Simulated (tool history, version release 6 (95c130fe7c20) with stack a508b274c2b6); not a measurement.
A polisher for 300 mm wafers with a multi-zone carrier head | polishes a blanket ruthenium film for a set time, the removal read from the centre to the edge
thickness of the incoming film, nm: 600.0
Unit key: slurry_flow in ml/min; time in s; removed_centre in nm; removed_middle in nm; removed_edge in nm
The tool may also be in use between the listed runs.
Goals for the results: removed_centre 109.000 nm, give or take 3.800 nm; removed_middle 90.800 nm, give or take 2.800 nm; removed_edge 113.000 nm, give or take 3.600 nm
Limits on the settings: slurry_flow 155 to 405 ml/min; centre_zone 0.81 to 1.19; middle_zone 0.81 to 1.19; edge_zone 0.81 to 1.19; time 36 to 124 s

{"run": 1, "day": 0.0, "slurry_flow": 260, "centre_zone": 1.0, "middle_zone": 1.0, "edge_zone": 1.0, "time": 79, "removed_centre": 78.542, "removed_middle": 78.063, "removed_edge": 81.843}
{"run": 2, "day": 0.179, "slurry_flow": 265, "centre_zone": 1.02, "middle_zone": 0.98, "edge_zone": 1.03, "time": 83, "removed_centre": 83.814, "removed_middle": 80.425, "removed_edge": 86.551}
{"run": 3, "day": 0.421, "slurry_flow": 265, "centre_zone": 1.02, "middle_zone": 0.9, "edge_zone": 1.03, "time": 83, "removed_centre": 83.658, "removed_middle": 74.936, "removed_edge": 87.058}
{"run": 4, "day": 0.554, "slurry_flow": 265, "centre_zone": 1.03, "middle_zone": 0.9, "edge_zone": 1.05, "time": 86, "removed_centre": 87.053, "removed_middle": 77.212, "removed_edge": 91.785}
{"run": 5, "day": 0.896, "slurry_flow": 270, "centre_zone": 1.05, "middle_zone": 0.91, "edge_zone": 1.07, "time": 88, "removed_centre": 91.414, "removed_middle": 79.802, "removed_edge": 95.1}
{"run": 6, "day": 1.054, "slurry_flow": 270, "centre_zone": 1.05, "middle_zone": 0.98, "edge_zone": 1.07, "time": 88, "removed_centre": 91.951, "removed_middle": 86.852, "removed_edge": 93.573}
{"run": 7, "day": 1.171, "slurry_flow": 275, "centre_zone": 1.06, "middle_zone": 0.96, "edge_zone": 1.09, "time": 90, "removed_centre": 95.728, "removed_middle": 84.811, "removed_edge": 98.729}
{"run": 8, "day": 1.379, "slurry_flow": 285, "centre_zone": 1.07, "middle_zone": 0.97, "edge_zone": 1.11, "time": 91, "removed_centre": 94.679, "removed_middle": 89.381, "removed_edge": 100.94}

Pick the move, out of 5, that brings all results within their allowed miss; only one does.
{"run": "A", "day": 1.588, "slurry_flow": 200, "centre_zone": 1.13, "middle_zone": 0.91, "edge_zone": 1.18, "time": 103, "removed_centre": "?", "removed_middle": "?", "removed_edge": "?"}
{"run": "B", "day": 1.588, "slurry_flow": 285, "centre_zone": 1.14, "middle_zone": 0.84, "edge_zone": 1.06, "time": 102, "removed_centre": "?", "removed_middle": "?", "removed_edge": "?"}
{"run": "C", "day": 1.588, "slurry_flow": 240, "centre_zone": 1.19, "middle_zone": 1.0, "edge_zone": 0.91, "time": 93, "removed_centre": "?", "removed_middle": "?", "removed_edge": "?"}
{"run": "D", "day": 1.588, "slurry_flow": 315, "centre_zone": 1.05, "middle_zone": 1.05, "edge_zone": 1.05, "time": 82, "removed_centre": "?", "removed_middle": "?", "removed_edge": "?"}
{"run": "E", "day": 1.588, "slurry_flow": 305, "centre_zone": 0.86, "middle_zone": 0.81, "edge_zone": 1.19, "time": 99, "removed_centre": "?", "removed_middle": "?", "removed_edge": "?"}

move=A removed_centre=110.050 removed_middle=90.317 removed_edge=113.710
move=B removed_centre=115.920 removed_middle=87.834 removed_edge=110.620
move=C removed_centre=107.960 removed_middle=90.683 removed_edge=92.097
move=D removed_centre=86.902 removed_middle=86.013 removed_edge=88.971
move=E removed_centre=85.347 removed_middle=83.455 removed_edge=114.580
A: meets every target
B: the result that was furthest off in the last run now lies on the other side of its target
C: brings the result that was furthest off to its target, and leaves another outside
D: moves away from the targets compared with the last run
E: moves away from the targets compared with the last run
So the answer is move A, the one that meets all the targets.

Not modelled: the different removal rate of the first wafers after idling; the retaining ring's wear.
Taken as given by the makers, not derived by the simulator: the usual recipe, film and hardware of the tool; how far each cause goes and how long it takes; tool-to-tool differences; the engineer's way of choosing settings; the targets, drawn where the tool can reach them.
